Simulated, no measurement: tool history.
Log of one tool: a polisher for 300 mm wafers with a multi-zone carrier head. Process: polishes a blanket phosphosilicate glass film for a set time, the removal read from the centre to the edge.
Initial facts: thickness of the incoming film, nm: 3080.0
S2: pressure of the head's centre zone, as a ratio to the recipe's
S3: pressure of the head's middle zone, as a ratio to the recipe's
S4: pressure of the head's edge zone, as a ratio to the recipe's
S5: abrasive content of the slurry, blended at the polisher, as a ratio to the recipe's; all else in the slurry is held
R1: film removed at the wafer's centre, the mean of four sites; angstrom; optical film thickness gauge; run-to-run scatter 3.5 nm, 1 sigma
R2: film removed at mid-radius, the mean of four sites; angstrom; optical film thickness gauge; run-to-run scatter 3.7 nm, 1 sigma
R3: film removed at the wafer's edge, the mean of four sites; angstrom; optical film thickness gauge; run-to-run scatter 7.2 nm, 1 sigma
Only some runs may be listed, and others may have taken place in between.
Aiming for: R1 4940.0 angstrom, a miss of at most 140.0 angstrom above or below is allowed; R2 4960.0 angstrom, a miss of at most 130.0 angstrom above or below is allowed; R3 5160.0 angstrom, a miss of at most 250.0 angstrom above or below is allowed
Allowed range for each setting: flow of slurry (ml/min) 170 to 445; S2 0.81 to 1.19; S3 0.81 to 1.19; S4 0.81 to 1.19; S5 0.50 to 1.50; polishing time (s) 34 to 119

run 1 day=0.000 | flow_of_slurry_(ml/min)=285 S2=1.00 S3=1.00 S4=1.00 S5=1.00 polishing_time_(s)=76 | R1=6977.2 R2=6985.1 R3=7042.9
run 2 day=0.138 | flow_of_slurry_(ml/min)=285 S2=1.00 S3=1.00 S4=1.00 S5=1.15 polishing_time_(s)=76 | R1=7420.4 R2=7358.0 R3=7334.6
run 3 day=0.504 | flow_of_slurry_(ml/min)=285 S2=0.99 S3=0.99 S4=0.98 S5=1.05 polishing_time_(s)=75 | R1=7015.4 R2=7006.6 R3=6984.4
run 4 day=0.650 | flow_of_slurry_(ml/min)=350 S2=0.99 S3=0.99 S4=0.98 S5=1.05 polishing_time_(s)=75 | R1=7096.9 R2=7149.7 R3=7214.5
run 5 day=0.896 | flow_of_slurry_(ml/min)=335 S2=0.98 S3=0.97 S4=0.96 S5=0.95 polishing_time_(s)=75 | R1=6782.5 R2=6659.4 R3=6584.1
run 6 day=0.938 | flow_of_slurry_(ml/min)=305 S2=0.98 S3=0.97 S4=0.96 S5=0.95 polishing_time_(s)=75 | R1=6729.8 R2=6663.7 R3=6711.6
run 7 day=1.233 | flow_of_slurry_(ml/min)=365 S2=0.88 S3=0.87 S4=0.86 S5=0.70 polishing_time_(s)=74 | R1=5448.9 R2=5272.7 R3=5582.6
run 8 day=1.346 | flow_of_slurry_(ml/min)=360 S2=0.87 S3=0.87 S4=0.85 S5=0.70 polishing_time_(s)=74 | R1=5374.9 R2=5240.8 R3=5572.0
run 9 day=1.688 | flow_of_slurry_(ml/min)=355 S2=0.87 S3=0.87 S4=0.84 S5=0.70 polishing_time_(s)=74 | R1=5351.4 R2=5271.6 R3=5604.8
run 10 day=1.967 | flow_of_slurry_(ml/min)=335 S2=0.86 S3=0.88 S4=0.81 S5=0.55 polishing_time_(s)=74 | R1=4708.8 R2=4695.8 R3=4853.8
run 11 day=2.004 | flow_of_slurry_(ml/min)=345 S2=0.86 S3=0.88 S4=0.82 S5=0.55 polishing_time_(s)=74 | R1=4727.6 R2=4751.5 R3=4924.8
run 12 day=2.192 | flow_of_slurry_(ml/min)=350 S2=0.86 S3=0.88 S4=0.83 S5=0.55 polishing_time_(s)=74 | R1=4783.9 R2=4743.7 R3=4901.9
run 13 day=2.346 | flow_of_slurry_(ml/min)=355 S2=0.86 S3=0.88 S4=0.84 S5=0.55 polishing_time_(s)=74 | R1=4735.5 R2=4742.6 R3=4921.6

Consider the 4 candidate settings below. Which is the only one whose results all fall within their allowed miss of target?
run A day=2.500 | flow_of_slurry_(ml/min)=375 S2=0.84 S3=0.91 S4=0.85 S5=0.55 polishing_time_(s)=71 | R1=? R2=? R3=?
run B day=2.500 | flow_of_slurry_(ml/min)=310 S2=0.94 S3=0.95 S4=0.84 S5=0.65 polishing_time_(s)=72 | R1=? R2=? R3=?
run C day=2.500 | flow_of_slurry_(ml/min)=380 S2=0.85 S3=0.88 S4=0.82 S5=0.75 polishing_time_(s)=67 | R1=? R2=? R3=?
run D day=2.500 | flow_of_slurry_(ml/min)=350 S2=0.86 S3=0.88 S4=0.94 S5=0.60 polishing_time_(s)=79 | R1=? R2=? R3=?

move=A R1=4472.9 R2=4723.6 R3=4810.0
move=B R1=5250.9 R2=5294.6 R3=5199.1
move=C R1=4943.9 R2=5034.7 R3=5206.8
move=D R1=5250.4 R2=5304.0 R3=5769.5
A: its largest miss is bigger than the last run's
B: takes the biggest miss from the last run beyond its target
C: meets every target
D: takes the biggest miss from the last run beyond its target
C meets every target.
